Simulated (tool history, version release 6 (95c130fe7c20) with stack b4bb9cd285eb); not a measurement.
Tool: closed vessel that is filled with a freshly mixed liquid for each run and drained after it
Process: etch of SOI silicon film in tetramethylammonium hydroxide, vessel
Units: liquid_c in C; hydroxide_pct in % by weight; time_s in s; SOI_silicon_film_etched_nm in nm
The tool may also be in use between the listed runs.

run  hour  liquid_c  hydroxide_pct  time_s  SOI_silicon_film_etched_nm
  1     0        74           18.5      30                      228.43
  2   4.7      68.5           18.5      30                       168.9
  3  12.3      68.5           21.5      30                      158.74
  4  13.1      68.5           21.5      30                      156.53
  5  21.2      68.5           21.5      30                      159.22
  6  26.5      69.5           21.5      30                      167.53
  7  35.1      70.5           21.5      30                      177.14
  8  36.9      71.5           21.5      30                      189.64
  9  43.9        72           21.5      30                      193.56
 10  45.2      72.5           21.5      30                      199.83
 11  53.1      72.5           21.5      30                       197.8
 12  58.5        73           21.5      30                       204.8
 13  65.6      73.5           21.5      30                      210.15
 14  70.3        74           21.5      30                      217.88

Run 15 comes next. What will it give?
 15  73.5      74.5           21.5      30                           ?

Run 15 gave SOI_silicon_film_etched_nm 226.53 nm.

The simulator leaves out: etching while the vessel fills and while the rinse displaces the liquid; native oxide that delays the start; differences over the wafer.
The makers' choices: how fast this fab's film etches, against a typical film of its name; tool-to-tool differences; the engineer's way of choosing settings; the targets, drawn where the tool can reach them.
